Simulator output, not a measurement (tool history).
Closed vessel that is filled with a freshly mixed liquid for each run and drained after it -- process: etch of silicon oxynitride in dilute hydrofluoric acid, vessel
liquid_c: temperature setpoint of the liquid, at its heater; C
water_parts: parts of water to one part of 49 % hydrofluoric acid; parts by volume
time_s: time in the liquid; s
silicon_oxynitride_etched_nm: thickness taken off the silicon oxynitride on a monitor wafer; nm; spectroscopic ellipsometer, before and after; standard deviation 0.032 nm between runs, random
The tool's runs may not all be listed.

{"run": 1, "day": 0.0, "liquid_c": 21, "water_parts": 125, "time_s": 830, "silicon_oxynitride_etched_nm": 9.7272}
{"run": 2, "day": 0.242, "liquid_c": 20.5, "water_parts": 125, "time_s": 830, "silicon_oxynitride_etched_nm": 9.4579}
{"run": 3, "day": 0.4, "liquid_c": 20.5, "water_parts": 105, "time_s": 830, "silicon_oxynitride_etched_nm": 11.591}
{"run": 4, "day": 0.471, "liquid_c": 20.5, "water_parts": 135, "time_s": 830, "silicon_oxynitride_etched_nm": 8.7788}
{"run": 5, "day": 0.533, "liquid_c": 20, "water_parts": 135, "time_s": 830, "silicon_oxynitride_etched_nm": 8.4778}
{"run": 6, "day": 0.579, "liquid_c": 23.5, "water_parts": 135, "time_s": 830, "silicon_oxynitride_etched_nm": 10.067}
{"run": 7, "day": 0.638, "liquid_c": 23, "water_parts": 135, "time_s": 830, "silicon_oxynitride_etched_nm": 9.8797}
{"run": 8, "day": 0.704, "liquid_c": 22.5, "water_parts": 135, "time_s": 830, "silicon_oxynitride_etched_nm": 9.585}
{"run": 9, "day": 0.808, "liquid_c": 22, "water_parts": 135, "time_s": 830, "silicon_oxynitride_etched_nm": 9.3442}
{"run": 10, "day": 0.95, "liquid_c": 21.5, "water_parts": 135, "time_s": 830, "silicon_oxynitride_etched_nm": 9.1589}

The next listed run, before its measurement:
{"run": 11, "day": 1.262, "liquid_c": 21, "water_parts": 135, "time_s": 830, "silicon_oxynitride_etched_nm": "?"}

Run 11 came out at silicon_oxynitride_etched_nm 8.9758 nm.
